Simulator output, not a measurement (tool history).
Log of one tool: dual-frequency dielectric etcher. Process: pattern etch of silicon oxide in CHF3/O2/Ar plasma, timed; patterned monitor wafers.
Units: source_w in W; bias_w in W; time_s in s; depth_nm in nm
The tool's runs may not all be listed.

run 1 day=0.000 | source_w=900 bias_w=128 time_s=315.0 | depth_nm=622.96
run 2 day=0.346 | source_w=900 bias_w=128 time_s=315.0 | depth_nm=625.68
run 3 day=0.446 | source_w=870 bias_w=125 time_s=313.5 | depth_nm=608.63
run 4 day=0.775 | source_w=840 bias_w=123 time_s=312.5 | depth_nm=596.59
run 5 day=1.050 | source_w=840 bias_w=123 time_s=290.5 | depth_nm=554.06
run 6 day=1.279 | source_w=840 bias_w=137 time_s=290.5 | depth_nm=578.73
run 7 day=1.454 | source_w=820 bias_w=136 time_s=290.5 | depth_nm=571.95
run 8 day=1.754 | source_w=800 bias_w=135 time_s=290.5 | depth_nm=566.38
run 9 day=2.038 | source_w=780 bias_w=134 time_s=290.5 | depth_nm=556.23

The next listed run, before its measurement:
run 10 day=2.404 | source_w=760 bias_w=133 time_s=290.5 | depth_nm=?

{"run 10": {"depth_nm": 564.76}}

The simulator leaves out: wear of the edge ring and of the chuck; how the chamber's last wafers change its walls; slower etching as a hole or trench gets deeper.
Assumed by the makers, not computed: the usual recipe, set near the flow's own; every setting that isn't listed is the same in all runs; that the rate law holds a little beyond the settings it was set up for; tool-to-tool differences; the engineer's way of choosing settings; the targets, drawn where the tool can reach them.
